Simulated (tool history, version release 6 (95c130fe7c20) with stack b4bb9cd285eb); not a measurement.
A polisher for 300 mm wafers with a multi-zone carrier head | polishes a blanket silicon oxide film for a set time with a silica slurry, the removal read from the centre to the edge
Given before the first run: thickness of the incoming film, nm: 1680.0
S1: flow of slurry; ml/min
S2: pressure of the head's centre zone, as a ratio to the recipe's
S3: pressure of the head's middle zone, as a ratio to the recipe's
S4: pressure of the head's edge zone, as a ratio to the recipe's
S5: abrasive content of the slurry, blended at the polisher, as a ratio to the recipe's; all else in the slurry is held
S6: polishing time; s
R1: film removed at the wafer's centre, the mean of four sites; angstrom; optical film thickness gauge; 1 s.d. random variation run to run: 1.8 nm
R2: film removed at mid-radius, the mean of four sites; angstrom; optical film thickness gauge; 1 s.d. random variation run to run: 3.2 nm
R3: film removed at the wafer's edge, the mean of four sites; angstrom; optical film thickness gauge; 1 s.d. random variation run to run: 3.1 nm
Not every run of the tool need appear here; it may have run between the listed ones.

run	day	S1	S2	S3	S4	S5	S6	R1	R2	R3
1	0.000	200	1.00	1.00	1.00	1.00	56	2897.8	2745.2	2853.5
2	0.188	200	1.00	1.00	1.00	0.85	56	2613.2	2548.3	2563.3
3	0.462	200	0.99	1.01	1.01	0.85	56	2587.5	2601.0	2603.4
4	0.704	200	0.99	1.01	1.01	0.65	56	2243.4	2199.0	2216.4
5	0.896	200	1.05	1.01	1.01	0.65	56	2360.3	2207.8	2147.3
6	0.938	200	1.05	1.01	1.01	0.65	66	2786.3	2654.8	2603.7
7	1.021	190	1.03	1.02	1.01	0.65	66	2703.2	2650.1	2599.8

Estimate the outcome of run 8 from the log above:
8	1.362	190	1.03	1.02	1.01	0.65	66	?	?	?

R1: 2732.8 angstrom
R2: 2555.4 angstrom
R3: 2549.8 angstrom
